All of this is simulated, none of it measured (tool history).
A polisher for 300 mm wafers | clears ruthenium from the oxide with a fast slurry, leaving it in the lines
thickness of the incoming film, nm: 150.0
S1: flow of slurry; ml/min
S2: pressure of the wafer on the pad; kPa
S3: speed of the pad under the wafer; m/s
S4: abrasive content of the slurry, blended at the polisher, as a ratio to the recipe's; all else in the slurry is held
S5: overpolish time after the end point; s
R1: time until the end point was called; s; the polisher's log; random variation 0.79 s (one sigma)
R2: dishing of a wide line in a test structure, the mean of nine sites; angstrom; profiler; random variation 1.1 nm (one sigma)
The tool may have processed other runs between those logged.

run	hour	S1	S2	S3	S4	S5	R1	R2
1	0.0	265	11.7	1.26	1.0	24	51.219	546.35
2	3.4	265	11.7	0.98	1.0	24	61.586	465.59
3	9.9	265	11.7	1.30	1.0	24	49.759	568.45
4	14.2	265	11.7	1.30	1.0	27	49.057	632.13
5	18.3	265	11.7	1.30	1.0	29	50.167	653.24
6	21.9	265	11.7	1.30	1.0	31	49.501	700.37
7	30.6	265	11.7	1.30	1.0	32	50.657	709.70
8	31.4	265	11.7	1.30	1.0	33	50.161	731.57

Expected results for the next run?
9	32.7	265	11.7	1.30	1.0	34	?	?

Run 9 yielded R1 49.437 s, R2 760.20 angstrom.
